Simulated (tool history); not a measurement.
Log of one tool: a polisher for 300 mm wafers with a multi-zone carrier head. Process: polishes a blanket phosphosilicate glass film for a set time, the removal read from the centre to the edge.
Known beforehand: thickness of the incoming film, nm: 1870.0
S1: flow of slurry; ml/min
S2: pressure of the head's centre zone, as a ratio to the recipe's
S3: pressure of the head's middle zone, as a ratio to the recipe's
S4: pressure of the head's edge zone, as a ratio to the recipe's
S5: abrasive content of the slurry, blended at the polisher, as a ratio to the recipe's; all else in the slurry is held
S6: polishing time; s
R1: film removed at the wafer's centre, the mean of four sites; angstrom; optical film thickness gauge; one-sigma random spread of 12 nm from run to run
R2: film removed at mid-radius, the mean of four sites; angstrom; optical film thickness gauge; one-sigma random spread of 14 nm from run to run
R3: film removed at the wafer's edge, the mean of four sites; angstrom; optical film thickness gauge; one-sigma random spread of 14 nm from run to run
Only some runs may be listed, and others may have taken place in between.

run 1 hour=0 | S1=200 S2=1 S3=1 S4=1 S5=1 S6=59 | R1=5461.7 R2=5767 R3=5664.5
run 2 hour=7.9 | S1=200 S2=1 S3=0.94 S4=1 S5=1 S6=59 | R1=5600.3 R2=5603.2 R3=5897.4
run 3 hour=12.3 | S1=200 S2=1 S3=0.94 S4=1 S5=0.85 S6=59 | R1=5333.3 R2=5111.7 R3=5343.5
run 4 hour=20.8 | S1=215 S2=1.05 S3=0.93 S4=0.99 S5=1 S6=63 | R1=6188.4 R2=6004.5 R3=6197.3
run 5 hour=21.9 | S1=170 S2=1.05 S3=0.93 S4=0.99 S5=1 S6=63 | R1=5981.8 R2=5717.4 R3=5865.5
run 6 hour=26.7 | S1=180 S2=1.09 S3=0.9 S4=0.97 S5=1.1 S6=69 | R1=7259.9 R2=6294.2 R3=6706.6
run 7 hour=31.7 | S1=195 S2=1.11 S3=0.91 S4=0.98 S5=1.2 S6=72 | R1=7941.6 R2=6895.2 R3=7307.5
run 8 hour=35.6 | S1=200 S2=1.17 S3=0.93 S4=1.01 S5=1.45 S6=89 | R1=11063 R2=9301.4 R3=9785.5
-- hour=42 worn pad replaced by a new one
run 9 hour=42 | S1=215 S2=1.15 S3=0.93 S4=1.04 S5=1.5 S6=91 | R1=12190 R2=10556 R3=10927

Expected results for the next run?
run 10 hour=43.3 | S1=205 S2=1.15 S3=0.93 S4=1.04 S5=1.5 S6=91 | R1=? R2=? R3=?

Run 10 came out at R1 12183 angstrom, R2 10767 angstrom, R3 11018 angstrom.
